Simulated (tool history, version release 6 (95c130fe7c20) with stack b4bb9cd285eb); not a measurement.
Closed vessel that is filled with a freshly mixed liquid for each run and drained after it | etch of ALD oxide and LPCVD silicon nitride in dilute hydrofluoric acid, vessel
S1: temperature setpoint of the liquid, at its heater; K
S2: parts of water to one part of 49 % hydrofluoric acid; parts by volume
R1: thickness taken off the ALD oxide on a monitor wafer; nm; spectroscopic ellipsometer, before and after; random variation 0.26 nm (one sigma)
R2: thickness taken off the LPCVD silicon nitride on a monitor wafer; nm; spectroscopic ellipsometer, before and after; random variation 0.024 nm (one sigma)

run 1 day=0.000 | S1=294.15 S2=90 time_in_the_liquid_(s)=450 | R1=55.420 R2=2.0720
run 2 day=0.296 | S1=294.15 S2=90 time_in_the_liquid_(s)=300 | R1=36.472 R2=1.3617
run 3 day=0.508 | S1=294.65 S2=95 time_in_the_liquid_(s)=305 | R1=35.718 R2=1.3358
run 4 day=0.596 | S1=294.65 S2=75 time_in_the_liquid_(s)=305 | R1=46.470 R2=1.6985
run 5 day=0.871 | S1=294.65 S2=75 time_in_the_liquid_(s)=425 | R1=65.481 R2=2.3502
run 6 day=1.167 | S1=294.65 S2=85 time_in_the_liquid_(s)=430 | R1=57.860 R2=2.1723
run 7 day=1.229 | S1=294.65 S2=85 time_in_the_liquid_(s)=430 | R1=57.367 R2=2.1221
run 8 day=1.575 | S1=294.65 S2=95 time_in_the_liquid_(s)=435 | R1=51.627 R2=1.9973
run 9 day=1.775 | S1=294.15 S2=105 time_in_the_liquid_(s)=440 | R1=45.074 R2=1.6776
-- day=1.838 hydrofluoric acid flow meter replaced
run 10 day=1.838 | S1=294.65 S2=115 time_in_the_liquid_(s)=440 | R1=37.193 R2=1.5077
run 11 day=2.025 | S1=294.65 S2=120 time_in_the_liquid_(s)=440 | R1=35.878 R2=1.3606
run 12 day=2.267 | S1=295.15 S2=125 time_in_the_liquid_(s)=440 | R1=34.670 R2=1.4450
run 13 day=2.538 | S1=295.15 S2=130 time_in_the_liquid_(s)=445 | R1=33.315 R2=1.3319

Run 14 comes next. What will it give?
run 14 day=2.600 | S1=295.15 S2=135 time_in_the_liquid_(s)=450 | R1=? R2=?

R1: 32.811 nm
R2: 1.3298 nm
